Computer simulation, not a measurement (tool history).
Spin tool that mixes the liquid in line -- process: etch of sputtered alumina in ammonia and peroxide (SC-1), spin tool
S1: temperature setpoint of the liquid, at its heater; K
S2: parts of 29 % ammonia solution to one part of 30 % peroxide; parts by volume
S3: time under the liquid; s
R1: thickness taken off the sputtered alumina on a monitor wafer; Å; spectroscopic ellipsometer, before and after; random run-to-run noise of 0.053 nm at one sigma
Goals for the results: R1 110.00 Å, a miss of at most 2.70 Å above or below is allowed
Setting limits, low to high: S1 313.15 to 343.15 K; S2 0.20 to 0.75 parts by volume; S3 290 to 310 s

Run 1, hour 0.0: S1 329.15 K, S2 0.45 parts by volume, S3 290 s. Result: R1 224.90 Å.
Run 2, hour 7.7: S1 329.15 K, S2 0.45 parts by volume, S3 310 s. Result: R1 238.71 Å.
Run 3, hour 12.9: S1 325.15 K, S2 0.45 parts by volume, S3 310 s. Result: R1 192.25 Å.
Run 4, hour 20.2: S1 322.65 K, S2 0.45 parts by volume, S3 310 s. Result: R1 166.80 Å.
Run 5, hour 27.9: S1 322.65 K, S2 0.45 parts by volume, S3 290 s. Result: R1 156.54 Å.
Run 6, hour 36.5: S1 320.65 K, S2 0.45 parts by volume, S3 290 s. Result: R1 139.74 Å.
Run 7, hour 37.7: S1 319.65 K, S2 0.45 parts by volume, S3 290 s. Result: R1 132.36 Å.
Run 8, hour 39.1: S1 315.65 K, S2 0.45 parts by volume, S3 290 s. Result: R1 106.07 Å.

Below are 5 possible settings for the next run. Only one of them brings all results inside the allowed miss of their targets. Which is it?
Run A, hour 40.5: S1 314.65 K, S2 0.60 parts by volume, S3 295 s. Result: R1 ?.
Run B, hour 40.5: S1 315.15 K, S2 0.40 parts by volume, S3 295 s. Result: R1 ?.
Run C, hour 40.5: S1 315.15 K, S2 0.45 parts by volume, S3 310 s. Result: R1 ?.
Run D, hour 40.5: S1 314.15 K, S2 0.60 parts by volume, S3 300 s. Result: R1 ?.
Run E, hour 40.5: S1 314.65 K, S2 0.50 parts by volume, S3 295 s. Result: R1 ?.

move      R1
   A  104.68
   B  103.67
   C  110.18
   D  103.38
   E  102.87
A: further off than the last run
B: further off than the last run
C: each result inside its tolerance
D: further off than the last run
E: further off than the last run
C meets every target.

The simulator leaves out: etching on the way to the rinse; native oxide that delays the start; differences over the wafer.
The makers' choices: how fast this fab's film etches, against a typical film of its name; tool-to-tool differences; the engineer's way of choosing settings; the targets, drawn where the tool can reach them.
